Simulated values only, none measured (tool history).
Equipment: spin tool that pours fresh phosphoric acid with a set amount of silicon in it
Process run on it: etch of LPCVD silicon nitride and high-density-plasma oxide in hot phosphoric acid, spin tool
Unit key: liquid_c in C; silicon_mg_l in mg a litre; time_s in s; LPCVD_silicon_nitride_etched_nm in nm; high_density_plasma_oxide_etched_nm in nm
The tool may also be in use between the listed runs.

run	hour	liquid_c	silicon_mg_l	time_s	LPCVD_silicon_nitride_etched_nm	high_density_plasma_oxide_etched_nm
1	0	160	21.5	70	5.0953	0.25309
2	6.2	160	12	70	5.0542	0.2662
3	13.8	158	12	70	4.7565	0.30913
4	22.8	158	12	95	6.5208	0.39086
5	25.8	158	12	115	7.8479	0.44812
6	31	157	12	115	7.5147	0.36088
7	34.9	156.5	25.5	85	5.45	0.18117
8	36.1	156.5	29	75	4.8741	0.12764
9	44.8	156.5	29	75	4.877	0.15025
10	49.7	156.5	32	70	4.4758	0.14428

What does the tool deliver on the next run?
11	54	156.5	35	65	?	?

{"run 11": {"LPCVD_silicon_nitride_etched_nm": 4.1878, "high_density_plasma_oxide_etched_nm": 0.11033}}

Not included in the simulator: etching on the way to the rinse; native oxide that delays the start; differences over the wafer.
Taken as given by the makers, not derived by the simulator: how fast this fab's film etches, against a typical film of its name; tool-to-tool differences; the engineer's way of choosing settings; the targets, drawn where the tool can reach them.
